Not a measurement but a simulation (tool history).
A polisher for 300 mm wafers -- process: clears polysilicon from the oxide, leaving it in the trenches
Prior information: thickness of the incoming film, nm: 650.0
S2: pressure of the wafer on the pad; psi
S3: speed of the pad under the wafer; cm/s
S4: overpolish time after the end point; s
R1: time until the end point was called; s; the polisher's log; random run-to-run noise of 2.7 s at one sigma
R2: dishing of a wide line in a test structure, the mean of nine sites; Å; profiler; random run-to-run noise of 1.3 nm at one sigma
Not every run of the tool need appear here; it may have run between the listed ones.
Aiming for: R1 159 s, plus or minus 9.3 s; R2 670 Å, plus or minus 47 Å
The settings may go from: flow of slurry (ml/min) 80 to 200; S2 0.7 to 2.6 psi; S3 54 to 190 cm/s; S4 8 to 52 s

{"run": 1, "hour": 0.0, "flow of slurry (ml/min)": 130, "S2": 1.6, "S3": 122, "S4": 26, "R1": 61.799, "R2": 746.08}
{"run": 2, "hour": 6.6, "flow of slurry (ml/min)": 130, "S2": 1.5, "S3": 114, "S4": 25, "R1": 68.231, "R2": 751.38}
{"run": 3, "hour": 10.4, "flow of slurry (ml/min)": 125, "S2": 1.4, "S3": 106, "S4": 22, "R1": 78, "R2": 682.89}
{"run": 4, "hour": 14.5, "flow of slurry (ml/min)": 125, "S2": 1.4, "S3": 132, "S4": 22, "R1": 65.657, "R2": 716.86}
{"run": 5, "hour": 21.3, "flow of slurry (ml/min)": 125, "S2": 1.7, "S3": 132, "S4": 22, "R1": 53.261, "R2": 736.22}
{"run": 6, "hour": 25.1, "flow of slurry (ml/min)": 125, "S2": 1.5, "S3": 122, "S4": 23, "R1": 66.317, "R2": 716.29}
{"run": 7, "hour": 31.6, "flow of slurry (ml/min)": 125, "S2": 1.4, "S3": 114, "S4": 25, "R1": 73.068, "R2": 729.93}
{"run": 8, "hour": 34.6, "flow of slurry (ml/min)": 125, "S2": 1.3, "S3": 106, "S4": 25, "R1": 84.873, "R2": 727.46}
{"run": 9, "hour": 36.2, "flow of slurry (ml/min)": 125, "S2": 1.3, "S3": 106, "S4": 25, "R1": 83.107, "R2": 712.75}

Next run, 4 choices. One meets every target within its allowed miss, the rest don't. Which?
{"run": "A", "hour": 37.8, "flow of slurry (ml/min)": 115, "S2": 1.2, "S3": 54, "S4": 36, "R1": "?", "R2": "?"}
{"run": "B", "hour": 37.8, "flow of slurry (ml/min)": 105, "S2": 0.8, "S3": 76, "S4": 43, "R1": "?", "R2": "?"}
{"run": "C", "hour": 37.8, "flow of slurry (ml/min)": 145, "S2": 1, "S3": 64, "S4": 26, "R1": "?", "R2": "?"}
{"run": "D", "hour": 37.8, "flow of slurry (ml/min)": 155, "S2": 0.9, "S3": 56, "S4": 44, "R1": "?", "R2": "?"}

move=A R1=161.69 R2=654.51
move=B R1=187.14 R2=660.9
move=C R1=160.87 R2=579.36
move=D R1=194.36 R2=657.91
A: in spec on every target
B: takes the biggest miss from the last run beyond its target
C: the worst result of the last run now meets its target, but another is out of spec
D: takes the biggest miss from the last run beyond its target
A is the move that brings every result within its allowed miss.

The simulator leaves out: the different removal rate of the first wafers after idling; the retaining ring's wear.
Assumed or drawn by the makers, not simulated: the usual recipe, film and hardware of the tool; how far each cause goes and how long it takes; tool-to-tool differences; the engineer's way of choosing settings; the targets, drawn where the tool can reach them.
